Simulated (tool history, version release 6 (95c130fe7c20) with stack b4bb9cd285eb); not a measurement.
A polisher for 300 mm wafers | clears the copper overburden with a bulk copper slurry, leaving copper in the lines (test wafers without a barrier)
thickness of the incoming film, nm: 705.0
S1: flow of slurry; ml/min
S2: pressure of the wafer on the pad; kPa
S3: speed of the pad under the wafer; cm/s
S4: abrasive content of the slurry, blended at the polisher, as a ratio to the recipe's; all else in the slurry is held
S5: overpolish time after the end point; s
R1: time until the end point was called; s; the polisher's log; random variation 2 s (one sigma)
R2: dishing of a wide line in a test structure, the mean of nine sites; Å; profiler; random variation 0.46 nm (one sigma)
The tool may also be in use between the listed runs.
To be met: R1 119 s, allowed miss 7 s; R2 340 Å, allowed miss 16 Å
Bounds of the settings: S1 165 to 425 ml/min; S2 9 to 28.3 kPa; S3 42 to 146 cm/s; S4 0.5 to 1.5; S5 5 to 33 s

Run 1, day 0: S1 275 ml/min, S2 18.6 kPa, S3 94 cm/s, S4 1, S5 17 s. Result: R1 86.5 s, R2 789.16 Å.
Run 2, day 0.233: S1 275 ml/min, S2 17.9 kPa, S3 94 cm/s, S4 1, S5 15 s. Result: R1 92.272 s, R2 726.18 Å.
Run 3, day 0.354: S1 275 ml/min, S2 17.9 kPa, S3 78 cm/s, S4 1, S5 15 s. Result: R1 108.31 s, R2 643.52 Å.
Run 4, day 0.512: S1 255 ml/min, S2 16.5 kPa, S3 84 cm/s, S4 0.9, S5 13 s. Result: R1 112.16 s, R2 528.77 Å.
Run 5, day 0.883: S1 295 ml/min, S2 16.5 kPa, S3 84 cm/s, S4 0.9, S5 13 s. Result: R1 114.22 s, R2 536.69 Å.
Run 6, day 1.138: S1 295 ml/min, S2 16.5 kPa, S3 86 cm/s, S4 0.85, S5 12 s. Result: R1 116.65 s, R2 492.44 Å.
Run 7, day 1.188: S1 295 ml/min, S2 16.5 kPa, S3 88 cm/s, S4 0.8, S5 11 s. Result: R1 111.75 s, R2 465.09 Å.
Run 8, day 1.475: S1 295 ml/min, S2 16.5 kPa, S3 88 cm/s, S4 0.75, S5 10 s. Result: R1 113.87 s, R2 428.23 Å.
Run 9, day 1.646: S1 295 ml/min, S2 16.5 kPa, S3 88 cm/s, S4 0.7, S5 10 s. Result: R1 116.36 s, R2 418.68 Å.
Run 10, day 1.921: S1 295 ml/min, S2 16.5 kPa, S3 88 cm/s, S4 0.65, S5 10 s. Result: R1 119.1 s, R2 403.01 Å.
Run 11, day 2.183: S1 290 ml/min, S2 16.5 kPa, S3 90 cm/s, S4 0.55, S5 6 s. Result: R1 121.12 s, R2 249.94 Å.
Run 12, day 2.367: S1 290 ml/min, S2 17.2 kPa, S3 82 cm/s, S4 0.8, S5 7 s. Result: R1 118.7 s, R2 308.28 Å.
Run 13, day 2.45: S1 295 ml/min, S2 17.2 kPa, S3 82 cm/s, S4 0.8, S5 7 s. Result: R1 115.15 s, R2 308.65 Å.
Run 14, day 2.733: S1 300 ml/min, S2 17.2 kPa, S3 82 cm/s, S4 0.8, S5 7 s. Result: R1 115.03 s, R2 312.18 Å.
Run 15, day 2.917: S1 310 ml/min, S2 16.5 kPa, S3 84 cm/s, S4 0.8, S5 7 s. Result: R1 117.84 s, R2 301.96 Å.

5 next moves are on the table. One of them brings every result within its allowed miss. Which?
Run A, day 3.1: S1 310 ml/min, S2 17.9 kPa, S3 82 cm/s, S4 0.85, S5 8 s. Result: R1 ?, R2 ?.
Run B, day 3.1: S1 270 ml/min, S2 13.1 kPa, S3 100 cm/s, S4 1, S5 7 s. Result: R1 ?, R2 ?.
Run C, day 3.1: S1 315 ml/min, S2 17.2 kPa, S3 80 cm/s, S4 0.75, S5 8 s. Result: R1 ?, R2 ?.
Run D, day 3.1: S1 280 ml/min, S2 19.3 kPa, S3 84 cm/s, S4 0.8, S5 6 s. Result: R1 ?, R2 ?.
Run E, day 3.1: S1 290 ml/min, S2 14.5 kPa, S3 96 cm/s, S4 0.8, S5 7 s. Result: R1 ?, R2 ?.

move      R1      R2
   A  106.11  365.66
   B  116.08  295.02
   C  116.67  335.28
   D  99.146   300.7
   E  115.88  296.81
A: takes the result that was furthest off past its target
B: further off than the last run
C: meets every target
D: further off than the last run
E: further off than the last run
The right move is C.

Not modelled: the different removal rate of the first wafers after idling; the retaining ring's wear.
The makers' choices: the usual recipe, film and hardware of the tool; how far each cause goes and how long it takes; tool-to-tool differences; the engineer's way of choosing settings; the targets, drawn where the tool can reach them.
